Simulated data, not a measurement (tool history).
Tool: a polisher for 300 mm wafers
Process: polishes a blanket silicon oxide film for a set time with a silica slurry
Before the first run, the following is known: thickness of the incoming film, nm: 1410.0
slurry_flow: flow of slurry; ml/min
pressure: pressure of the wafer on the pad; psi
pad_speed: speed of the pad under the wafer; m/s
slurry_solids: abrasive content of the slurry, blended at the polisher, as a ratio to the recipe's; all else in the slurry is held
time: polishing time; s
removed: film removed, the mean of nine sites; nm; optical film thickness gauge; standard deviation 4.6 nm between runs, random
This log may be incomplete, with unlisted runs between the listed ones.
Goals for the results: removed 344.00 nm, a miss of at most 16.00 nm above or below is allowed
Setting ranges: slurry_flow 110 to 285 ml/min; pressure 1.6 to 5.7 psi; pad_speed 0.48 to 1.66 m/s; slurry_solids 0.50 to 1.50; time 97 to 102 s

run,hour,slurry_flow,pressure,pad_speed,slurry_solids,time,removed
1,0.0,180,3.6,1.06,1.00,97,237.78
2,7.9,220,3.6,1.06,1.00,97,237.20
3,15.9,220,3.6,0.80,1.00,97,191.57
4,17.2,220,4.2,0.82,1.00,97,225.27
5,17.9,195,4.2,0.82,1.00,97,230.86
6,19.0,195,3.7,0.82,1.00,97,197.68
7,22.0,195,4.3,0.84,1.00,97,231.37
8,27.7,195,4.7,0.88,1.00,97,266.72
9,34.3,195,5.0,0.90,1.00,97,285.89
10,37.6,195,5.2,0.92,1.00,97,303.93
11,38.2,195,5.3,0.92,1.00,97,302.92
12,39.3,195,5.4,0.94,1.00,97,314.46

Below are 5 possible settings for the next run. Only one of them brings all results inside the allowed miss of their targets. Which is it?
A,40.4,210,5.0,0.94,1.05,100,?
B,40.4,200,4.7,0.92,1.15,99,?
C,40.4,215,5.1,1.12,1.00,97,?
D,40.4,145,5.7,1.00,1.15,102,?
E,40.4,230,5.7,0.94,1.20,102,?

move,removed
A,312.27
B,294.86
C,348.14
D,370.64
E,386.46
A: the biggest miss grows against the last run
B: the biggest miss grows against the last run
C: every result within its allowed miss
D: takes the result that was furthest off past its target
E: takes the result that was furthest off past its target
The move that meets every target is C.

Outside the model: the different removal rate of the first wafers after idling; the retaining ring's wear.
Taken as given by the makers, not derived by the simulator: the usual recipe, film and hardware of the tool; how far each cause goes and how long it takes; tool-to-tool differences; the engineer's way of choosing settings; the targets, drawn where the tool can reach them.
